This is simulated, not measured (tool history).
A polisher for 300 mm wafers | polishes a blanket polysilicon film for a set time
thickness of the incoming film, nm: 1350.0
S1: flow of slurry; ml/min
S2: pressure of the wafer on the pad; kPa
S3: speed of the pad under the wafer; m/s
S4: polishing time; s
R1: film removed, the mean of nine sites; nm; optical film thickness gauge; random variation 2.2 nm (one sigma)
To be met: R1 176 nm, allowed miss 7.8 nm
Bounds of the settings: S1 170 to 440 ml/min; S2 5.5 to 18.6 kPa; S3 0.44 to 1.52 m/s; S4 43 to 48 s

run,hour,S1,S2,S3,S4,R1
1,0,280,11.7,0.98,48,261.18
2,3.6,280,13.1,0.98,48,286.89
3,12.5,280,13.1,0.98,48,287
4,18.1,280,13.1,0.98,43,254.44
5,26,245,13.1,0.98,43,250.74
6,31.1,245,11.7,0.98,43,230.49
7,36.1,240,11,0.98,43,220.89
8,39.7,235,10.3,0.98,43,204.21
9,47.6,230,10.3,0.98,43,204.84
10,53.2,225,10.3,0.98,43,198.64
11,60,220,10.3,0.98,43,203.95
12,65,210,9.7,0.98,43,188.24
13,67,205,9.7,0.98,43,188.91

Which of these 4 next moves meets every target?
A,69,250,11,0.9,44,?
B,69,175,8.3,1.14,47,?
C,69,195,9.7,0.96,48,?
D,69,265,6.9,1.08,46,?

move,R1
A,202.4
B,199.5
C,201.87
D,170.83
A: further off than the last run
B: further off than the last run
C: further off than the last run
D: meets every target
Answer: D
